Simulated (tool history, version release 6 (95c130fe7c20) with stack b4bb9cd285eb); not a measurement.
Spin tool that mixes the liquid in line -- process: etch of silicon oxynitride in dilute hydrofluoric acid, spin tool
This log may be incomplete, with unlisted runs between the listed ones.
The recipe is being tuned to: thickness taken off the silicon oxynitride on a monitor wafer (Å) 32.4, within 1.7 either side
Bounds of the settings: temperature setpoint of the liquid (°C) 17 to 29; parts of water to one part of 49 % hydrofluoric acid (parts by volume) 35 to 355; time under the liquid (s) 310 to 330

run,hour,temperature setpoint of the liquid (°C),parts of water to one part of 49 % hydrofluoric acid (parts by volume),time under the liquid (s),thickness taken off the silicon oxynitride on a monitor wafer (Å)
1,0,21,195,310,53.742
2,6.6,20.5,205,310,49.176
3,11.7,20.5,205,310,48.367
4,19.4,18,205,310,43.184
5,21.4,18,210,310,42.225
6,24.9,18,210,330,44.461
7,28.7,18,215,330,44.442
8,35.8,18,220,330,42.961

Exactly one of the 5 candidate moves below puts every result within its allowed miss. Which one?
A,42.9,17.5,165,330,?
B,42.9,19.5,180,330,?
C,42.9,17.5,175,330,?
D,42.9,18,260,310,?
E,42.9,17,170,310,?

move,thickness taken off the silicon oxynitride on a monitor wafer (Å)
A,57.472
B,57.415
C,53.855
D,33.142
E,50.989
A: its largest miss is bigger than the last run's
B: its largest miss is bigger than the last run's
C: its largest miss is bigger than the last run's
D: all results in spec
E: its largest miss is bigger than the last run's
D meets every target.
